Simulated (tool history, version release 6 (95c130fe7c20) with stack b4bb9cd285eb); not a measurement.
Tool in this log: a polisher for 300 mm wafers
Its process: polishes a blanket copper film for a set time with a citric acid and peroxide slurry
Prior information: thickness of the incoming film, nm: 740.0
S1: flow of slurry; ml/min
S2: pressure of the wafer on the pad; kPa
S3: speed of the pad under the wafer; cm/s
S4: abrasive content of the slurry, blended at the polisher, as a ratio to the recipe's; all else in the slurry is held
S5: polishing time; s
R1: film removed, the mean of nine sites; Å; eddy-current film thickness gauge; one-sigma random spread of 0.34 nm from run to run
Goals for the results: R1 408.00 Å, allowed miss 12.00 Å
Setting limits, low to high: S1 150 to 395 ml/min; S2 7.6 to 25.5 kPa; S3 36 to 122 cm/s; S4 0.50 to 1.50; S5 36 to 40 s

run,day,S1,S2,S3,S4,S5,R1
1,0.000,250,16.5,78,1.00,40,456.75
2,0.275,245,15.2,78,1.00,40,427.13
3,0.388,245,15.2,78,1.15,40,436.53
4,0.608,245,14.5,78,1.15,40,425.87
5,0.700,245,14.5,98,1.15,40,514.28
6,0.808,245,14.5,98,1.25,40,527.33
7,0.933,245,13.8,98,1.25,40,508.86
8,1.279,245,13.1,98,1.25,40,492.08
9,1.375,245,12.4,98,1.25,40,471.34
10,1.579,245,12.4,98,1.25,40,468.54
11,1.825,240,11.0,98,1.25,40,438.04

Exactly one of the 5 candidate moves below puts every result within its allowed miss. Which one?
A,2.071,240,11.0,100,1.20,39,?
B,2.071,210,13.8,86,1.40,39,?
C,2.071,245,9.0,108,1.40,38,?
D,2.071,240,13.1,96,1.30,38,?
E,2.071,255,12.4,104,1.30,38,?

move,R1
A,429.50
B,439.43
C,405.40
D,457.23
E,476.90
A: closes in on the targets versus the last run, not all within tolerance yet
B: neither nearer nor further off than the last run
C: hits every target within its allowed miss
D: its largest miss is bigger than the last run's
E: its largest miss is bigger than the last run's
The move that meets every target is C.
